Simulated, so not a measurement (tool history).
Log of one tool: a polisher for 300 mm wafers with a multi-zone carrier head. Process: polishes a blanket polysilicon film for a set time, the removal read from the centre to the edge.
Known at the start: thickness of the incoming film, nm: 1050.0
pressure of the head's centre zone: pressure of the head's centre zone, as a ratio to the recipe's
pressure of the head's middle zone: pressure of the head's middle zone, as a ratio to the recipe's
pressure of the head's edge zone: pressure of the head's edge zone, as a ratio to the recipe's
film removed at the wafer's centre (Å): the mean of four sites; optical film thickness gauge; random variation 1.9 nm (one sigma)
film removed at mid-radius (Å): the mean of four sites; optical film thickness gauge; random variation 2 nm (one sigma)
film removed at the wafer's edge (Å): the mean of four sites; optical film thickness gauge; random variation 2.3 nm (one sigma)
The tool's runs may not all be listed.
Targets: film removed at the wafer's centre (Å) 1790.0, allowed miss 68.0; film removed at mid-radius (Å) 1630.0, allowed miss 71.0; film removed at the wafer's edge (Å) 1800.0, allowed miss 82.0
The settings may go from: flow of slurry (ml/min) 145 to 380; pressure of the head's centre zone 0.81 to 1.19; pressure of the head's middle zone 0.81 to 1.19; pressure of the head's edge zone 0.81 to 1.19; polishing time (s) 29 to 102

run  hour  flow of slurry (ml/min)  pressure of the head's centre zone  pressure of the head's middle zone  pressure of the head's edge zone  polishing time (s)  film removed at the wafer's centre (Å)  film removed at mid-radius (Å)  film removed at the wafer's edge (Å)
  1   0.0                      245                                1.00                                1.00                              1.00                  65                                  2487.3                          2433.0                                2499.3
  2   7.3                      185                                1.00                                1.00                              1.00                  65                                  2377.9                          2304.8                                2509.5
  3  10.3                      200                                0.99                                0.97                              0.98                  59                                  2193.9                          2107.4                                2201.7
  4  17.1                      200                                0.99                                0.92                              0.98                  59                                  2154.1                          2043.4                                2199.5
  5  17.9                      200                                0.99                                0.92                              0.98                  73                                  2695.4                          2495.9                                2729.3
     25.5  -- worn pad replaced by a new one
  6  25.5                      200                                0.99                                0.86                              0.98                  73                                  2933.1                          2566.3                                2907.8
  7  29.2                      185                                0.99                                0.86                              0.97                  65                                  2632.6                          2309.0                                2550.4
  8  33.1                      180                                1.01                                0.89                              1.00                  57                                  2342.8                          2057.1                                2347.2
  9  39.2                      170                                0.99                                0.87                              0.98                  53                                  2055.7                          1843.6                                2108.3
 10  41.4                      165                                0.98                                0.86                              0.95                  52                                  2063.0                          1800.7                                2064.4
 11  43.8                      170                                0.93                                0.89                              0.91                  42                                  1597.7                          1482.1                                1645.8
 12  48.8                      170                                0.93                                0.89                              0.91                  42                                  1587.8                          1523.6                                1625.2
 13  51.8                      170                                0.95                                0.89                              0.92                  43                                  1653.5                          1532.8                                1694.8

Which of these 4 next moves meets every target?
  A  54.8                      160                                0.90                                0.83                              0.82                  48                                       ?                               ?                                     ?
  B  54.8                      145                                0.95                                0.81                              1.02                  45                                       ?                               ?                                     ?
  C  54.8                      185                                0.85                                0.89                              0.93                  45                                       ?                               ?                                     ?
  D  54.8                      175                                0.87                                0.92                              0.98                  44                                       ?                               ?                                     ?

move  film removed at the wafer's centre (Å)  film removed at mid-radius (Å)  film removed at the wafer's edge (Å)
   A                                  1770.6                          1606.2                                1761.6
   B                                  1691.4                          1460.9                                1803.2
   C                                  1636.8                          1606.6                                1769.3
   D                                  1611.2                          1593.8                                1762.0
A: meets every target
B: further off than the last run
C: further off than the last run
D: further off than the last run
The right move is A.

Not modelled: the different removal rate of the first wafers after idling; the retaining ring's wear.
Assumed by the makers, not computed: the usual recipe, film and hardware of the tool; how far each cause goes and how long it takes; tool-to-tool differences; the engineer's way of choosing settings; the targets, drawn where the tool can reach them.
